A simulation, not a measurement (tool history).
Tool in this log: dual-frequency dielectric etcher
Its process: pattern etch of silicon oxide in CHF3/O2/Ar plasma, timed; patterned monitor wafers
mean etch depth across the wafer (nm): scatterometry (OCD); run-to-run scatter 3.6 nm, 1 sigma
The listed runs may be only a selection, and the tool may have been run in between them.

run	hour	source power (kW)	bias power (kW)	etch time (s)	mean etch depth across the wafer (nm)
1	0	0.77	0.21	411	933.3
2	8.6	0.85	0.212	411	974.55
3	13.2	0.72	0.212	411	904.61
4	20.6	0.72	0.188	411	877.96
5	25.6	0.72	0.21	411	904.02
6	33.4	0.72	0.239	411	930.96
7	41.5	0.79	0.241	411	977.29
8	46.4	0.84	0.242	411	1008.1
9	54.8	0.87	0.243	411	1022.9

The next listed run, before its measurement:
10	61.5	0.87	0.243	411	?

{"run 10": {"mean etch depth across the wafer (nm)": 1014.8}}

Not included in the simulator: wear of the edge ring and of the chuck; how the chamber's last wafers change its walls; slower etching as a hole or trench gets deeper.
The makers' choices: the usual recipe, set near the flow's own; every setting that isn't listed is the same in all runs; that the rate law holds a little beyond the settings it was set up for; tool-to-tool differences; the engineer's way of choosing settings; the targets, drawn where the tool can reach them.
